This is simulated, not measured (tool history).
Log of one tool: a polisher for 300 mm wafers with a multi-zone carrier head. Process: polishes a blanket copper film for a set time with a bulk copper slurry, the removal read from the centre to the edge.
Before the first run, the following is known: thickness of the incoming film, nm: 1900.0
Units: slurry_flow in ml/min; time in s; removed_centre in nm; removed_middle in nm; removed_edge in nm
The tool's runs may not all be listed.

| run | hour | slurry_flow | centre_zone | middle_zone | edge_zone | slurry_solids | time | removed_centre | removed_middle | removed_edge |
|---|---|---|---|---|---|---|---|---|---|---|
| 1 | 0 | 195 | 1 | 1 | 1 | 1 | 39 | 234.65 | 237.89 | 231.5 |
| 2 | 2.5 | 190 | 1 | 0.97 | 0.97 | 0.85 | 36 | 204.94 | 209.47 | 203.49 |
| 3 | 7 | 185 | 1.02 | 0.94 | 0.95 | 0.75 | 34 | 190.01 | 181.5 | 188.43 |
| 4 | 12.1 | 210 | 1.02 | 0.94 | 0.95 | 0.75 | 34 | 193.99 | 186.24 | 186.91 |
| 5 | 20.7 | 225 | 1.02 | 0.94 | 0.95 | 0.75 | 34 | 193.32 | 186.82 | 193.18 |
| 6 | 22.3 | 245 | 1.02 | 0.94 | 0.95 | 0.75 | 34 | 196.2 | 187.25 | 191.31 |
| 7 | 25.7 | 245 | 1.03 | 0.93 | 0.93 | 0.7 | 32 | 186.11 | 169.22 | 177.22 |
| 8 | 33.6 | 245 | 1.02 | 0.93 | 0.9 | 0.65 | 31 | 173.6 | 162.77 | 165.57 |

Forecast run 9:
| 9 | 40.2 | 245 | 1.02 | 0.92 | 0.88 | 0.6 | 31 | ? | ? | ? |

{"run 9": {"removed_centre": 167.85, "removed_middle": 155.51, "removed_edge": 162.51}}

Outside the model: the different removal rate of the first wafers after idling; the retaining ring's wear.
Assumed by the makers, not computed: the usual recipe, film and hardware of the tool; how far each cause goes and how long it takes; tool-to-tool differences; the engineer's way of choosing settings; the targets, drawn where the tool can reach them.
